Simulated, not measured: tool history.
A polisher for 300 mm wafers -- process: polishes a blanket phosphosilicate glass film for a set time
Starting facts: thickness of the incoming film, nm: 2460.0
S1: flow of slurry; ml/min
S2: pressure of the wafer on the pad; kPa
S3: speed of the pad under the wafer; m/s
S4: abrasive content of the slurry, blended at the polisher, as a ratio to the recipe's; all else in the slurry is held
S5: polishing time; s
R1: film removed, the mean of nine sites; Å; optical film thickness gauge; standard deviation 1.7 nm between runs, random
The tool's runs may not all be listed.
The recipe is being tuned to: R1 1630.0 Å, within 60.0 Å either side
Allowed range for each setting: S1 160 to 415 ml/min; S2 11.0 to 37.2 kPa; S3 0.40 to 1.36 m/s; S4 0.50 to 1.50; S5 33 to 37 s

Run 1, hour 0.0: S1 265 ml/min, S2 24.1 kPa, S3 0.88 m/s, S4 1.00, S5 37 s. Result: R1 3400.2 Å.
Run 2, hour 4.4: S1 265 ml/min, S2 22.8 kPa, S3 0.86 m/s, S4 1.00, S5 37 s. Result: R1 3191.2 Å.
Run 3, hour 13.0: S1 265 ml/min, S2 21.4 kPa, S3 0.82 m/s, S4 1.00, S5 37 s. Result: R1 2985.7 Å.
Run 4, hour 15.2: S1 265 ml/min, S2 19.3 kPa, S3 0.82 m/s, S4 1.00, S5 37 s. Result: R1 2786.1 Å.
Run 5, hour 15.9: S1 265 ml/min, S2 17.9 kPa, S3 0.78 m/s, S4 1.00, S5 37 s. Result: R1 2561.7 Å.
Run 6, hour 20.4: S1 265 ml/min, S2 17.2 kPa, S3 0.74 m/s, S4 1.00, S5 37 s. Result: R1 2382.3 Å.
Run 7, hour 28.8: S1 265 ml/min, S2 16.5 kPa, S3 0.72 m/s, S4 1.00, S5 37 s. Result: R1 2277.5 Å.
Run 8, hour 34.9: S1 265 ml/min, S2 15.9 kPa, S3 0.70 m/s, S4 1.00, S5 37 s. Result: R1 2197.7 Å.
Run 9, hour 36.7: S1 265 ml/min, S2 15.2 kPa, S3 0.68 m/s, S4 1.00, S5 37 s. Result: R1 2082.1 Å.
Run 10, hour 42.5: S1 265 ml/min, S2 14.5 kPa, S3 0.66 m/s, S4 1.00, S5 37 s. Result: R1 1999.8 Å.
Run 11, hour 45.0: S1 265 ml/min, S2 13.8 kPa, S3 0.64 m/s, S4 1.00, S5 37 s. Result: R1 1903.4 Å.

Exercise: of the 5 proposed moves below, exactly one satisfies all targets within the stated allowed misses. Which move is it?
Run A, hour 47.5: S1 285 ml/min, S2 11.0 kPa, S3 0.60 m/s, S4 1.20, S5 37 s. Result: R1 ?.
Run B, hour 47.5: S1 265 ml/min, S2 21.4 kPa, S3 0.74 m/s, S4 0.90, S5 37 s. Result: R1 ?.
Run C, hour 47.5: S1 270 ml/min, S2 16.5 kPa, S3 0.56 m/s, S4 0.95, S5 33 s. Result: R1 ?.
Run D, hour 47.5: S1 215 ml/min, S2 11.7 kPa, S3 0.86 m/s, S4 1.00, S5 36 s. Result: R1 ?.
Run E, hour 47.5: S1 260 ml/min, S2 11.0 kPa, S3 0.54 m/s, S4 1.20, S5 34 s. Result: R1 ?.

move      R1
   A  1799.1
   B  2550.7
   C  1623.1
   D  2105.6
   E  1509.9
A: an improvement on the last run, though not all results are within tolerance
B: lands further from the targets than the last run did
C: in spec on every target
D: lands further from the targets than the last run did
E: takes the result that was furthest off past its target
The right move is C.
